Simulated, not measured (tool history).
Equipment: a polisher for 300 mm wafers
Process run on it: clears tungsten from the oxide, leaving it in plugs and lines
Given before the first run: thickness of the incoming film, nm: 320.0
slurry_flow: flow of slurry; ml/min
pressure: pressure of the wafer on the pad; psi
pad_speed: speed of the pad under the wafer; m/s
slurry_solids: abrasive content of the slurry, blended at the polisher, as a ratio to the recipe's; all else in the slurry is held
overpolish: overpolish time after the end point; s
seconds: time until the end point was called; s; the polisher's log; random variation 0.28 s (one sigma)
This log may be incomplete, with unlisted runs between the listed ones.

run 1 day=0.000 | slurry_flow=235 pressure=3.2 pad_speed=1.26 slurry_solids=1.0 overpolish=44 | seconds=58.336
run 2 day=0.317 | slurry_flow=235 pressure=3.2 pad_speed=1.26 slurry_solids=1.1 overpolish=44 | seconds=56.666
run 3 day=0.433 | slurry_flow=235 pressure=3.4 pad_speed=1.26 slurry_solids=1.1 overpolish=44 | seconds=53.273
run 4 day=0.625 | slurry_flow=235 pressure=3.6 pad_speed=1.26 slurry_solids=1.1 overpolish=44 | seconds=51.240
run 5 day=0.792 | slurry_flow=235 pressure=3.7 pad_speed=1.26 slurry_solids=1.1 overpolish=44 | seconds=49.443
run 6 day=1.004 | slurry_flow=235 pressure=3.8 pad_speed=1.26 slurry_solids=1.1 overpolish=44 | seconds=49.182
run 7 day=1.042 | slurry_flow=250 pressure=4.7 pad_speed=1.34 slurry_solids=1.1 overpolish=44 | seconds=37.748

What will run 8 give?
run 8 day=1.217 | slurry_flow=250 pressure=4.9 pad_speed=1.40 slurry_solids=1.1 overpolish=44 | seconds=?

seconds: 35.400 s
